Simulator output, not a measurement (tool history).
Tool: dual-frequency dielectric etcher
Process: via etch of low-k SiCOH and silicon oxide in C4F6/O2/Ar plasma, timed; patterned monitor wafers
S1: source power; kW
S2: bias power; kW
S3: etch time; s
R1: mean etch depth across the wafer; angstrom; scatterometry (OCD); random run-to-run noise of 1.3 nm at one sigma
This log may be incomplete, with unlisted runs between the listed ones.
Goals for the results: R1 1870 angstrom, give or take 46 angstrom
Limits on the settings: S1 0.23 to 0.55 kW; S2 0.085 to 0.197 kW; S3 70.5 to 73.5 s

run 1 hour=0 | S1=0.39 S2=0.141 S3=70.5 | R1=1679.1
run 2 hour=1.4 | S1=0.39 S2=0.126 S3=70.5 | R1=1630.1
run 3 hour=6.6 | S1=0.33 S2=0.126 S3=70.5 | R1=1508.1
run 4 hour=7.3 | S1=0.27 S2=0.126 S3=70.5 | R1=1384.4
run 5 hour=9 | S1=0.27 S2=0.139 S3=70.5 | R1=1453.3
run 6 hour=10.4 | S1=0.27 S2=0.159 S3=70.5 | R1=1493.5
run 7 hour=12.6 | S1=0.32 S2=0.164 S3=70.5 | R1=1617.1
run 8 hour=17.6 | S1=0.35 S2=0.167 S3=70.5 | R1=1676.4
run 9 hour=25.5 | S1=0.37 S2=0.169 S3=70.5 | R1=1705

Which of these 4 next moves meets every target?
run A hour=33.4 | S1=0.39 S2=0.149 S3=73 | R1=?
run B hour=33.4 | S1=0.39 S2=0.172 S3=71 | R1=?
run C hour=33.4 | S1=0.44 S2=0.177 S3=71.5 | R1=?
run D hour=33.4 | S1=0.39 S2=0.155 S3=71.5 | R1=?

move=A R1=1755.5
move=B R1=1774.7
move=C R1=1887.8
move=D R1=1737.5
A: nearer the targets than the last run, but a result is still out of spec
B: nearer the targets than the last run, but a result is still out of spec
C: meets every target
D: nearer the targets than the last run, but a result is still out of spec
So the answer is move C, the one that meets all the targets.

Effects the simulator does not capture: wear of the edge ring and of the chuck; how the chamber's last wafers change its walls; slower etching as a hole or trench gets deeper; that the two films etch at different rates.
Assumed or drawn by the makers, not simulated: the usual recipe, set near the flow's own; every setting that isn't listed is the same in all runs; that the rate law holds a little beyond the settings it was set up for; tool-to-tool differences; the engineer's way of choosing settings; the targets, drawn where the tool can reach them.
